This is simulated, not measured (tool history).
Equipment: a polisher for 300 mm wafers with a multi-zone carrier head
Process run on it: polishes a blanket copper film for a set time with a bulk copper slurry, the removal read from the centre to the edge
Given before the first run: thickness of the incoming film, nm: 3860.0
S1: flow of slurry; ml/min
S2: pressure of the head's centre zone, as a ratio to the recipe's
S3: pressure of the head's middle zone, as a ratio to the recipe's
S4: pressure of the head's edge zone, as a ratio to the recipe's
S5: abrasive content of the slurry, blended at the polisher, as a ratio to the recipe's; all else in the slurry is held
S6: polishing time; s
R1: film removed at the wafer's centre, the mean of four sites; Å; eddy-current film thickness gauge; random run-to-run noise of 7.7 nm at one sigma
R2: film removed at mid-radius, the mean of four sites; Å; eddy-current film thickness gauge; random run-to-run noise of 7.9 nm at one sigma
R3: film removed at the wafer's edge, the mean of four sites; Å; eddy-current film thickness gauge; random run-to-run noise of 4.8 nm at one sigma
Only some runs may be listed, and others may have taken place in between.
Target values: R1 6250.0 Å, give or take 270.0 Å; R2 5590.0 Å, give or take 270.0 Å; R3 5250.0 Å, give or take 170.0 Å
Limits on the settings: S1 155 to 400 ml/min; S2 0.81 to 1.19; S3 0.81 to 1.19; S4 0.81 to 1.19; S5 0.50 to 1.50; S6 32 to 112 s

| run | hour | S1 | S2 | S3 | S4 | S5 | S6 | R1 | R2 | R3 |
|---|---|---|---|---|---|---|---|---|---|---|
| 1 | 0.0 | 255 | 1.00 | 1.00 | 1.00 | 1.00 | 72 | 8571.0 | 8651.5 | 8753.7 |
| 2 | 3.8 | 255 | 1.00 | 1.00 | 1.00 | 1.20 | 72 | 9009.1 | 8699.8 | 9312.3 |
| 3 | 12.3 | 255 | 1.03 | 0.97 | 0.96 | 1.00 | 64 | 8200.2 | 7568.0 | 7735.4 |
| 4 | 14.1 | 255 | 1.03 | 0.97 | 1.01 | 1.00 | 64 | 7908.5 | 7348.7 | 7934.2 |
| 5 | 19.6 | 255 | 1.03 | 0.93 | 1.01 | 1.00 | 64 | 7965.9 | 7089.8 | 7921.1 |
| 6 | 23.6 | 305 | 1.03 | 0.93 | 1.01 | 1.00 | 64 | 8253.0 | 7456.6 | 8039.0 |
| 7 | 29.5 | 305 | 1.03 | 0.91 | 0.96 | 0.85 | 59 | 7264.1 | 6386.0 | 7043.4 |
| 8 | 36.5 | 305 | 1.13 | 1.01 | 0.86 | 0.60 | 46 | 6177.0 | 5300.1 | 4986.6 |

5 next moves are on the table. One of them brings every result within its allowed miss. Which?
| A | 43.5 | 345 | 1.14 | 1.05 | 0.92 | 0.65 | 46 | ? | ? | ? |
| B | 43.5 | 225 | 1.17 | 0.92 | 0.94 | 0.50 | 49 | ? | ? | ? |
| C | 43.5 | 220 | 1.19 | 0.95 | 0.88 | 0.55 | 46 | ? | ? | ? |
| D | 43.5 | 340 | 1.19 | 0.96 | 0.84 | 0.65 | 44 | ? | ? | ? |
| E | 43.5 | 280 | 1.18 | 0.99 | 0.83 | 0.60 | 46 | ? | ? | ? |

| move | R1 | R2 | R3 |
|---|---|---|---|
| A | 6281.4 | 5578.6 | 5160.7 |
| B | 6296.6 | 4902.7 | 5191.5 |
| C | 6059.3 | 4764.7 | 4767.1 |
| D | 6260.6 | 4939.8 | 4737.6 |
| E | 6288.4 | 5144.7 | 4802.7 |
A: all results in spec
B: brings the result that was furthest off to its target, and leaves another outside
C: misses by more than the last run did
D: misses by more than the last run did
E: misses by more than the last run did
Answer: A

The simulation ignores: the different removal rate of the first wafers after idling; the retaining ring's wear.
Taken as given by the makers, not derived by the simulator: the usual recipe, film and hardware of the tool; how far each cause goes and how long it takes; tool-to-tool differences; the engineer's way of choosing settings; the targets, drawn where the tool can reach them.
